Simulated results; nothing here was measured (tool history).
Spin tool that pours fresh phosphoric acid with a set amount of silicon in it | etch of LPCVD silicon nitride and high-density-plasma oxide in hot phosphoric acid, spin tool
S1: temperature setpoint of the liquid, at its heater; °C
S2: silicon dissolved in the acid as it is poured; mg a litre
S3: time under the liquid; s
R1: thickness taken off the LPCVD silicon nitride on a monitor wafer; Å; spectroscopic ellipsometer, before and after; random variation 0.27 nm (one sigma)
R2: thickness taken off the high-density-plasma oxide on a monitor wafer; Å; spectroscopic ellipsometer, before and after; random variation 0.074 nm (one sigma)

run 1 hour=0.0 | S1=162.0 S2=8.5 S3=180 | R1=155.65 R2=6.2656
run 2 hour=7.7 | S1=162.0 S2=8.5 S3=260 | R1=228.82 R2=9.5100
run 3 hour=14.8 | S1=162.0 S2=13.5 S3=260 | R1=227.23 R2=7.7732
run 4 hour=21.7 | S1=164.0 S2=13.5 S3=260 | R1=242.05 R2=9.6725
run 5 hour=30.4 | S1=164.0 S2=13.5 S3=325 | R1=303.09 R2=11.9560
run 6 hour=37.9 | S1=164.0 S2=13.5 S3=355 | R1=324.32 R2=12.5080
run 7 hour=40.7 | S1=164.5 S2=12.5 S3=355 | R1=341.58 R2=13.6570

Run 8 comes next. What will it give?
run 8 hour=48.9 | S1=164.5 S2=11.0 S3=350 | R1=? R2=?

Run 8 gave R1 334.04 Å, R2 13.9270 Å.
